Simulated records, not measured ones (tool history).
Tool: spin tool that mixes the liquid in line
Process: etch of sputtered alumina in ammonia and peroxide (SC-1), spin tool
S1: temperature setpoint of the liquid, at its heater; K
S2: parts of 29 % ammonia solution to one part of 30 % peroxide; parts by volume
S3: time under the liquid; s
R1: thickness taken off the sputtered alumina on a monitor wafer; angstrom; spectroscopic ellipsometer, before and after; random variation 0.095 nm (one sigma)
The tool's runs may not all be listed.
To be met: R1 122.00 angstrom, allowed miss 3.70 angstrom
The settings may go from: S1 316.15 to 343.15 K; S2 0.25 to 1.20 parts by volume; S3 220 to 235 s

run	day	S1	S2	S3	R1
1	0.000	332.15	0.95	220	229.50
2	0.354	328.65	0.95	220	192.69
3	0.521	326.15	0.95	220	168.34
4	0.621	326.15	0.95	235	182.43
5	0.742	323.65	0.95	235	158.72
6	1.071	323.65	1.20	235	159.26
7	1.250	322.15	1.20	235	145.78
8	1.462	321.15	1.20	235	140.97

Which of these 4 next moves meets every target?
A	1.675	319.15	1.15	230	?
B	1.675	317.65	1.10	230	?
C	1.675	318.65	0.95	220	?
D	1.675	318.65	1.10	220	?

move	R1
A	123.24
B	112.69
C	112.52
D	114.11
A: meets every target
B: takes the result that was furthest off past its target
C: takes the result that was furthest off past its target
D: takes the result that was furthest off past its target
Move A is the one to make.
